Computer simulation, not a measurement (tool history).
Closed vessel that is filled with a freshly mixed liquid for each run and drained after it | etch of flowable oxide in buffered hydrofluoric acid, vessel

| run | hour | temperature setpoint of the liquid (K) | parts of 40 % ammonium fluoride to one part of 49 % hydrofluoric acid (parts by volume) | time in the liquid (s) | thickness taken off the flowable oxide on a monitor wafer (Å) |
|---|---|---|---|---|---|
| 1 | 0 | 297.15 | 13.5 | 90 | 2053.4 |
| 2 | 2.1 | 299.65 | 11 | 90 | 2912.4 |
| 3 | 9.3 | 299.65 | 11 | 90 | 2837 |
| 4 | 10.9 | 301.15 | 11 | 90 | 3143.5 |
| 5 | 14.7 | 302.65 | 9.5 | 90 | 3834.4 |
| 6 | 18.2 | 303.65 | 8.5 | 90 | 4502.4 |

The next listed run, before its measurement:
| 7 | 24.2 | 304.15 | 8 | 90 | ? |

Run 7 gave thickness taken off the flowable oxide on a monitor wafer (Å) 4845.8.
